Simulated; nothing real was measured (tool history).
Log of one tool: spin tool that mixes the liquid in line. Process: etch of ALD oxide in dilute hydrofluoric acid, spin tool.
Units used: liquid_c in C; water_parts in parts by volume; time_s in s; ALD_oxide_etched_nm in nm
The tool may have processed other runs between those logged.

run    day  liquid_c  water_parts  time_s  ALD_oxide_etched_nm
  1      0        25           45      80               27.426
  2  0.033        27           45      80               29.639
  3  0.175        27           50      80               26.571
  4  0.529      25.5           50      80               25.069
  5  0.733      24.5           50      80               23.869
  6  0.946        21           50      80               20.715
  7  1.058      20.5           50      80               20.241
  8  1.108        20           50      80               19.838
  9  1.479      19.5           50      80               19.489
 10  1.604        19           50      80               18.962
 11  1.821        19           50      80               18.952

Run 12 comes next. What will it give?
 12  1.954        18           50      80                    ?

For run 12 the tool returned ALD_oxide_etched_nm 18.139 nm.
